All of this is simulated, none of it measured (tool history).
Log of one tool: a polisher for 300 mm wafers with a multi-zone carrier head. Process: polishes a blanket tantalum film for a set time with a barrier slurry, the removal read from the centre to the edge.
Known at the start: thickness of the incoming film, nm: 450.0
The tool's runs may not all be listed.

| run | day | flow of slurry (ml/min) | pressure of the head's centre zone | pressure of the head's middle zone | pressure of the head's edge zone | abrasive content of the slurry | polishing time (s) | film removed at the wafer's centre (nm) | film removed at mid-radius (nm) | film removed at the wafer's edge (nm) |
|---|---|---|---|---|---|---|---|---|---|---|
| 1 | 0.000 | 155 | 1.00 | 1.00 | 1.00 | 1.00 | 60 | 132.260 | 116.660 | 119.790 |
| 2 | 0.038 | 155 | 0.96 | 1.00 | 1.00 | 1.00 | 60 | 125.860 | 120.660 | 121.030 |
| 3 | 0.358 | 155 | 0.96 | 1.00 | 0.95 | 1.00 | 60 | 127.560 | 117.340 | 118.600 |
| 4 | 0.529 | 155 | 0.96 | 1.00 | 0.87 | 1.00 | 60 | 128.120 | 120.960 | 114.570 |
| 5 | 0.708 | 155 | 0.93 | 1.00 | 0.87 | 1.00 | 60 | 126.060 | 121.200 | 115.300 |
| 6 | 0.821 | 155 | 0.93 | 1.00 | 0.87 | 1.00 | 46 | 95.140 | 93.550 | 87.852 |
|  | 1.088 | centre zone pressure recalibrated |
| 7 | 1.088 | 160 | 0.95 | 1.00 | 0.89 | 1.05 | 47 | 90.815 | 94.194 | 93.016 |
| 8 | 1.300 | 160 | 0.96 | 1.00 | 0.90 | 1.05 | 50 | 99.249 | 101.090 | 96.970 |
| 9 | 1.529 | 155 | 0.97 | 1.00 | 0.91 | 1.05 | 53 | 104.830 | 107.620 | 103.680 |

The next listed run, before its measurement:
| 10 | 1.696 | 160 | 0.97 | 1.01 | 0.92 | 1.05 | 55 | ? | ? | ? |

Run 10 gave film removed at the wafer's centre (nm) 109.010, film removed at mid-radius (nm) 112.740, film removed at the wafer's edge (nm) 109.330.
